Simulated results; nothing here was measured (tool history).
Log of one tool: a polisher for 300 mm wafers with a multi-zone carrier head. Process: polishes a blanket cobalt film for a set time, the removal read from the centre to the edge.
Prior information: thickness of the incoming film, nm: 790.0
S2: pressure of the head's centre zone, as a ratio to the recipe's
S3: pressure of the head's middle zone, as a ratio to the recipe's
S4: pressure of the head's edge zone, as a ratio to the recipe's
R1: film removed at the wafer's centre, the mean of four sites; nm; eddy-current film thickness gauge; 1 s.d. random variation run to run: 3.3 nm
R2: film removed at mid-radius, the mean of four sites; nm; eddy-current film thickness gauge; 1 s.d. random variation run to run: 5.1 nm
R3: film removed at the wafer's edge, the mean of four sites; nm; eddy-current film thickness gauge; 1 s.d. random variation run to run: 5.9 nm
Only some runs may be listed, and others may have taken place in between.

run 1 hour=0 | flow_of_slurry_(ml/min)=125 S2=1 S3=1 S4=1 polishing_time_(s)=70 | R1=339.82 R2=331.61 R3=340.48
run 2 hour=3.6 | flow_of_slurry_(ml/min)=125 S2=1 S3=1.04 S4=1 polishing_time_(s)=70 | R1=333.25 R2=342.09 R3=332.47
run 3 hour=11.1 | flow_of_slurry_(ml/min)=125 S2=1 S3=1.04 S4=1 polishing_time_(s)=78 | R1=382.29 R2=377.06 R3=378.41
run 4 hour=16.3 | flow_of_slurry_(ml/min)=125 S2=0.97 S3=1.04 S4=1 polishing_time_(s)=78 | R1=369.57 R2=383.59 R3=380.1
run 5 hour=20.2 | flow_of_slurry_(ml/min)=130 S2=0.95 S3=1.05 S4=1.02 polishing_time_(s)=79 | R1=365.54 R2=392.28 R3=388.91
run 6 hour=24 | flow_of_slurry_(ml/min)=130 S2=0.95 S3=1.05 S4=1.06 polishing_time_(s)=79 | R1=364.52 R2=398.56 R3=392.17

Estimate the outcome of run 7 from the log above:
run 7 hour=29.4 | flow_of_slurry_(ml/min)=130 S2=0.94 S3=1.05 S4=1.08 polishing_time_(s)=80 | R1=? R2=? R3=?

Run 7 yielded R1 370.02 nm, R2 390.87 nm, R3 408.24 nm.
